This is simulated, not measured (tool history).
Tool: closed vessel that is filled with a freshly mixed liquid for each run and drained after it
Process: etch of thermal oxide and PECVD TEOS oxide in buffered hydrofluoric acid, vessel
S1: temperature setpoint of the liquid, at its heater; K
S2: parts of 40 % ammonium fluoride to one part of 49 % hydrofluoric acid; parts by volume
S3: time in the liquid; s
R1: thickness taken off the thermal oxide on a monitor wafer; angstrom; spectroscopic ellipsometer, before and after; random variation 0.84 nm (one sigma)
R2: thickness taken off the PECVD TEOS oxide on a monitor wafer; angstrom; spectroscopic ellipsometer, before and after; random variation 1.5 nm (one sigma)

run,hour,S1,S2,S3,R1,R2
1,0.0,295.15,7,60,863.95,2349.2
2,6.4,298.15,7,60,1032.30,2750.8
3,14.6,297.65,7,60,996.94,2680.7
4,18.4,297.65,7,75,1252.70,3344.0
5,25.8,297.65,7,90,1501.40,4043.7
6,27.9,297.65,8,90,1291.40,3482.0
7,30.0,296.15,8,90,1195.10,3238.9

Run 8 comes next. What will it give?
8,36.8,295.15,8,90,?,?

R1: 1143.20 angstrom
R2: 3028.9 angstrom
